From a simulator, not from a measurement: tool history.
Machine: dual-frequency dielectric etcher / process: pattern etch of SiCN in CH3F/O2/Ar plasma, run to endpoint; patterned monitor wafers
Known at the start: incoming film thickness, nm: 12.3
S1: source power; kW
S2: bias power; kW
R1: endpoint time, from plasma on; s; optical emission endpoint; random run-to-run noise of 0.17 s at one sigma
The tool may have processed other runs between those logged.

run 1 hour=0 | S1=0.36 S2=0.103 | R1=28.81
run 2 hour=6 | S1=0.32 S2=0.103 | R1=29.941
run 3 hour=7.9 | S1=0.37 S2=0.103 | R1=28.75
run 4 hour=11.4 | S1=0.34 S2=0.103 | R1=29.333
run 5 hour=12.5 | S1=0.38 S2=0.103 | R1=28.467
run 6 hour=15 | S1=0.35 S2=0.096 | R1=29.954

What does the tool deliver on the next run?
run 7 hour=22.2 | S1=0.33 S2=0.091 | R1=?

R1: 30.792 s
